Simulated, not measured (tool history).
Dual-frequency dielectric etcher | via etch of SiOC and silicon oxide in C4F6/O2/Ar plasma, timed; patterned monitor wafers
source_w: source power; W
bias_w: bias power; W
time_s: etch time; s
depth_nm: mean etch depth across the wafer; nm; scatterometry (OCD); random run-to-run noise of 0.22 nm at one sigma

run 1 hour=0 | source_w=340 bias_w=189 time_s=44.5 | depth_nm=50.303
run 2 hour=0.6 | source_w=330 bias_w=184 time_s=44.5 | depth_nm=49.243
run 3 hour=8.5 | source_w=350 bias_w=184 time_s=44.5 | depth_nm=49.818
run 4 hour=16.9 | source_w=330 bias_w=184 time_s=44.5 | depth_nm=49.348
run 5 hour=23.7 | source_w=330 bias_w=184 time_s=41.5 | depth_nm=45.745
run 6 hour=25.9 | source_w=330 bias_w=168 time_s=41.5 | depth_nm=44.777
run 7 hour=26.9 | source_w=320 bias_w=166 time_s=41.5 | depth_nm=43.655

Run 8 is up next; what results do you expect?
run 8 hour=28.2 | source_w=320 bias_w=165 time_s=41.5 | depth_nm=?

Run 8 produced depth_nm 43.69 nm.

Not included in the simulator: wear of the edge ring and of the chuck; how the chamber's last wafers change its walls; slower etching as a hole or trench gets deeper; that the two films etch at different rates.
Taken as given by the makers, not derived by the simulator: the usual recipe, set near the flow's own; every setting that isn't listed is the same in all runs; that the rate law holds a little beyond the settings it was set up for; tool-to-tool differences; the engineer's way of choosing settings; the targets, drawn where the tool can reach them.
